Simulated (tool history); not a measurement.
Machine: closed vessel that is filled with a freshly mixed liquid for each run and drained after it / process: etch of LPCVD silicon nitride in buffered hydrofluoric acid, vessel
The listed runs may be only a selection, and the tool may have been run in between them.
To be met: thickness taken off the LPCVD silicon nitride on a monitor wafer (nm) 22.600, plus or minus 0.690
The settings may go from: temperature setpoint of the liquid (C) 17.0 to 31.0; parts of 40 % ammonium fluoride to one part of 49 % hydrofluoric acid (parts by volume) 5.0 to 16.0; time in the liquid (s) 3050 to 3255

run,hour,temperature setpoint of the liquid (C),parts of 40 % ammonium fluoride to one part of 49 % hydrofluoric acid (parts by volume),time in the liquid (s),thickness taken off the LPCVD silicon nitride on a monitor wafer (nm)
1,0.0,23.0,9.5,3050,43.392
2,5.2,23.0,10.5,3050,40.294
3,7.7,23.0,10.5,3255,42.863
4,11.7,23.0,12.5,3255,35.881
5,18.4,21.5,12.5,3255,33.946
6,25.4,21.5,13.5,3255,31.158
7,34.2,20.0,14.0,3250,28.053
8,39.7,19.0,14.5,3250,25.514
9,45.1,18.5,14.5,3250,24.677
10,50.6,18.0,14.5,3250,23.865

5 next moves are on the table. One of them brings every result within its allowed miss. Which?
A,56.1,18.5,15.5,3165,?
B,56.1,19.5,15.5,3230,?
C,56.1,17.0,14.5,3080,?
D,56.1,17.0,15.5,3150,?
E,56.1,17.5,14.0,3250,?

move,thickness taken off the LPCVD silicon nitride on a monitor wafer (nm)
A,22.398
B,24.186
C,21.371
D,20.468
E,24.018
A: in spec on every target
B: its largest miss is bigger than the last run's
C: the result that was furthest off in the last run now lies on the other side of its target
D: the result that was furthest off in the last run now lies on the other side of its target
E: its largest miss is bigger than the last run's
So the answer is move A, the one that meets all the targets.

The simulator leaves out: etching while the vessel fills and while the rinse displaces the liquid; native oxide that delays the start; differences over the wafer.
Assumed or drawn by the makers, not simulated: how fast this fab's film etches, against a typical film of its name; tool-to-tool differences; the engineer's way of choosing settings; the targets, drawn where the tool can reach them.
